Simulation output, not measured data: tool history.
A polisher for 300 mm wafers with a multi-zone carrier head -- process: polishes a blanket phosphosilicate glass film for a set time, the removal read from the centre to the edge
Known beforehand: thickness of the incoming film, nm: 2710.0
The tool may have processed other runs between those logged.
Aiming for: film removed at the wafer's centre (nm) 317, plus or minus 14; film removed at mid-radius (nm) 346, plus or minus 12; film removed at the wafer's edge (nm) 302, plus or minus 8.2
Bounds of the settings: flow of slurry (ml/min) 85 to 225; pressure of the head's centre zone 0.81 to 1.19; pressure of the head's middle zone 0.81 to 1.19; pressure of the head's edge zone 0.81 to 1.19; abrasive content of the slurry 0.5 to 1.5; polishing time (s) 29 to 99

run    day  flow of slurry (ml/min)  pressure of the head's centre zone  pressure of the head's middle zone  pressure of the head's edge zone  abrasive content of the slurry  polishing time (s)  film removed at the wafer's centre (nm)  film removed at mid-radius (nm)  film removed at the wafer's edge (nm)
  1      0                      145                                   1                                   1                                 1                               1                  64                                   482.13                           508.02                                 480.53
  2  0.075                      145                                   1                                   1                              1.08                               1                  64                                   473.15                           496.59                                 493.44
  3  0.271                      145                                   1                                   1                              1.11                               1                  64                                   472.68                           491.71                                 508.88
  4  0.517                      145                                   1                                   1                              1.14                               1                  64                                      492                           490.11                                 507.45
  5  0.646                      145                                   1                                   1                              1.14                            0.85                  64                                   447.79                           465.51                                 468.17
  6  0.858                      140                                   1                                0.99                               1.1                            0.75                  62                                   398.34                           411.91                                 420.53
  7  1.133                      140                                1.01                                   1                              1.05                             0.7                  61                                   384.54                           391.85                                 390.37
  8  1.304                      110                                0.97                                1.08                              0.95                             0.5                  60                                    283.5                           311.45                                 288.59
  9   1.55                      110                                0.97                                1.08                              0.95                             0.5                  60                                   280.34                           320.38                                 292.26
 10  1.583                      110                                0.97                                1.08                              0.95                             0.5                  60                                   280.25                           310.05                                 292.83
 11  1.712                      120                                0.98                                1.09                              0.94                             0.5                  60                                   290.37                           321.35                                 296.18
 12  2.058                      125                                0.99                                 1.1                              0.93                             0.5                  60                                   301.23                           325.27                                 295.09

Exercise: of the 5 proposed moves below, exactly one satisfies all targets within the stated allowed misses. Which move is it?
  A  2.404                      125                                   1                                1.08                              0.91                             0.5                  64                                        ?                                ?                                      ?
  B  2.404                      115                                   1                                0.98                              0.93                             0.6                  58                                        ?                                ?                                      ?
  C  2.404                      120                                1.15                                0.99                              0.81                             0.5                  64                                        ?                                ?                                      ?
  D  2.404                      155                                   1                                1.12                              0.89                            0.55                  56                                        ?                                ?                                      ?
  E  2.404                      140                                1.17                                1.02                              1.14                               1                  40                                        ?                                ?                                      ?

move  film removed at the wafer's centre (nm)  film removed at mid-radius (nm)  film removed at the wafer's edge (nm)
   A                                    323.8                           346.18                                 312.47
   B                                    319.7                           322.36                                 314.24
   C                                   365.94                           323.66                                 299.76
   D                                   317.97                           345.87                                 298.38
   E                                   355.19                           313.07                                 314.21
A: puts the biggest miss on target and leaves a different result outside tolerance
B: moves away from the targets compared with the last run
C: moves away from the targets compared with the last run
D: meets every target
E: moves away from the targets compared with the last run
Go with D: it meets all targets.
